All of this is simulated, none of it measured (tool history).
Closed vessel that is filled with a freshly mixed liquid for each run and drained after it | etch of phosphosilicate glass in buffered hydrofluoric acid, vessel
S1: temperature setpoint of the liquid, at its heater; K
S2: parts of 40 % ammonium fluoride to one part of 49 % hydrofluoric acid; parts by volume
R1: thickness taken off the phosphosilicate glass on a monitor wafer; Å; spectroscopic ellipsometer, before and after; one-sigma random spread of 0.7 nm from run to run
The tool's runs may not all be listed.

{"run": 1, "hour": 0.0, "S1": 295.15, "S2": 15.5, "time in the liquid (s)": 95, "R1": 1832.7}
{"run": 2, "hour": 5.9, "S1": 294.15, "S2": 16.5, "time in the liquid (s)": 95, "R1": 1637.8}
{"run": 3, "hour": 13.4, "S1": 294.15, "S2": 16.5, "time in the liquid (s)": 105, "R1": 1805.4}
{"run": 4, "hour": 14.2, "S1": 294.15, "S2": 16.5, "time in the liquid (s)": 95, "R1": 1625.3}
{"run": 5, "hour": 22.1, "S1": 294.15, "S2": 16.5, "time in the liquid (s)": 105, "R1": 1792.9}
{"run": 6, "hour": 23.8, "S1": 291.15, "S2": 16.5, "time in the liquid (s)": 105, "R1": 1535.3}
{"run": 7, "hour": 31.6, "S1": 291.15, "S2": 17.5, "time in the liquid (s)": 105, "R1": 1425.1}
{"run": 8, "hour": 38.5, "S1": 291.15, "S2": 18.5, "time in the liquid (s)": 105, "R1": 1378.5}

For run 9, what comes out?
{"run": 9, "hour": 42.4, "S1": 291.15, "S2": 19.5, "time in the liquid (s)": 105, "R1": "?"}

R1: 1298.9 Å

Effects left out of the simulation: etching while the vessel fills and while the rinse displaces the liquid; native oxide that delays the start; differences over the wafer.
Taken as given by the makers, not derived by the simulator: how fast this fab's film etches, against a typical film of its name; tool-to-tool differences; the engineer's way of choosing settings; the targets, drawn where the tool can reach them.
